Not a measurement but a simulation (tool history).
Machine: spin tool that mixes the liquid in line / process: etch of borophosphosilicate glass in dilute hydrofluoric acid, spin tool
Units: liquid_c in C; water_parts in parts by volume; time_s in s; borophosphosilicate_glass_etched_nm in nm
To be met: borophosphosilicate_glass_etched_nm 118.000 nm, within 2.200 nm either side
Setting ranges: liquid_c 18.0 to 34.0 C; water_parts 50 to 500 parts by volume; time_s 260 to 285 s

run,day,liquid_c,water_parts,time_s,borophosphosilicate_glass_etched_nm
1,0.000,26.0,275,260,38.653
2,0.258,26.0,275,260,38.453
3,0.346,26.0,220,260,51.314
4,0.625,27.5,195,260,62.962
5,0.717,29.0,180,260,72.951
6,1.042,30.0,170,260,80.483
7,1.233,31.0,160,260,90.678
8,1.400,31.0,160,260,90.269
9,1.658,31.5,155,260,95.922
10,1.921,32.0,150,260,101.210
11,2.004,32.5,150,260,103.170
12,2.071,33.0,150,260,105.080
13,2.204,34.0,130,260,129.310
14,2.425,33.5,130,260,127.360

Which single option among these 4 for the next run brings every result within its allowed miss of target? Just one does.
A,2.646,29.5,125,280,?
B,2.646,34.0,145,280,?
C,2.646,33.0,130,260,?
D,2.646,33.0,140,270,?

move,borophosphosilicate_glass_etched_nm
A,123.790
B,121.900
C,124.570
D,118.420
A: nearer than the last run, and not there yet
B: nearer than the last run, and not there yet
C: nearer than the last run, and not there yet
D: all results in spec
Move D is the one to make.
